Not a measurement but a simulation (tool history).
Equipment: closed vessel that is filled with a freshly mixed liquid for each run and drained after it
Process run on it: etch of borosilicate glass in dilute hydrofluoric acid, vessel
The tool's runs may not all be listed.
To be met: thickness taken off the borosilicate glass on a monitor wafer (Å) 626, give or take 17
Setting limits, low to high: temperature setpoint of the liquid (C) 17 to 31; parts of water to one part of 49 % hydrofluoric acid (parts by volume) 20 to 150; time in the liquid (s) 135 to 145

| run | hour | temperature setpoint of the liquid (C) | parts of water to one part of 49 % hydrofluoric acid (parts by volume) | time in the liquid (s) | thickness taken off the borosilicate glass on a monitor wafer (Å) |
|---|---|---|---|---|---|
| 1 | 0 | 23 | 85 | 135 | 377.82 |
| 2 | 8.9 | 23 | 85 | 145 | 410.45 |
| 3 | 12.4 | 25 | 85 | 145 | 442.78 |
| 4 | 17.3 | 25 | 65 | 145 | 592.6 |
| 5 | 22.4 | 25.5 | 65 | 145 | 604.54 |
| 6 | 29.8 | 25.5 | 90 | 145 | 424.82 |
| 7 | 38.6 | 27.5 | 85 | 145 | 493.08 |
| 8 | 45.5 | 28.5 | 80 | 145 | 546.55 |
| 9 | 50.4 | 29.5 | 80 | 145 | 565.77 |
| 10 | 52.8 | 30 | 80 | 145 | 582.55 |
| 11 | 56.2 | 30.5 | 80 | 145 | 585.36 |
| 12 | 58.8 | 31 | 80 | 145 | 602.58 |
| 13 | 65.5 | 31 | 75 | 145 | 652.64 |

Exactly one of the 4 candidate moves below puts every result within its allowed miss. Which one?
| A | 72.2 | 24.5 | 60 | 135 | ? |
| B | 72.2 | 28 | 65 | 135 | ? |
| C | 72.2 | 31 | 80 | 145 | ? |
| D | 72.2 | 30.5 | 75 | 135 | ? |

| move | thickness taken off the borosilicate glass on a monitor wafer (Å) |
|---|---|
| A | 594.53 |
| B | 626.94 |
| C | 600.94 |
| D | 589.95 |
A: carries the result that was furthest off beyond its target, to the other side
B: hits every target within its allowed miss
C: carries the result that was furthest off beyond its target, to the other side
D: carries the result that was furthest off beyond its target, to the other side
Answer: B
